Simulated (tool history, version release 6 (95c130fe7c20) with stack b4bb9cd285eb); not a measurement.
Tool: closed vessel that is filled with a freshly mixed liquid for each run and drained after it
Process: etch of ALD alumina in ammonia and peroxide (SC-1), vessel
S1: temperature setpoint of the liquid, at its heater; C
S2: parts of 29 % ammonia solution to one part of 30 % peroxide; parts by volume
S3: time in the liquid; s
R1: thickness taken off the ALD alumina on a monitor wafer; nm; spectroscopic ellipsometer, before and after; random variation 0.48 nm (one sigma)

run    day    S1    S2   S3      R1
  1      0    50  0.45  570  42.285
  2  0.279    50  0.45  610  44.922
  3  0.425  50.5  0.45  610  46.435
  4  0.525  50.5  0.35  610  45.549
  5  0.879    51  0.35  610  46.833
  6  1.233    51  0.45  610  48.485

Forecast run 7:
  7  1.338  51.5  0.45  610   ?

Run 7 gave R1 49.597 nm.
